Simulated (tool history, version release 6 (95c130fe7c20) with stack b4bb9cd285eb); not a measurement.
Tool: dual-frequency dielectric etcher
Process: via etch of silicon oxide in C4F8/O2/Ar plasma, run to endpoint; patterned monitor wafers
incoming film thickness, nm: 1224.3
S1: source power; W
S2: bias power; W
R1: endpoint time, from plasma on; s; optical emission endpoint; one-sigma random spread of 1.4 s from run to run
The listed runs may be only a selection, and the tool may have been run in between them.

| run | day | S1 | S2 | R1 |
|---|---|---|---|---|
| 1 | 0 | 2090 | 2162 | 219.83 |
| 2 | 0.146 | 2240 | 2162 | 212.6 |
| 3 | 0.171 | 2240 | 2464 | 204 |
| 4 | 0.342 | 2240 | 2644 | 204.15 |
|  | 0.554 | wet clean of the chamber |
| 5 | 0.554 | 2240 | 2778 | 209.6 |
| 6 | 0.904 | 2240 | 2619 | 210.4 |

Run 7, settings as shown, results not yet in. Your forecast:
| 7 | 0.954 | 1820 | 2187 | ? |

{"run 7": {"R1": 242.16}}
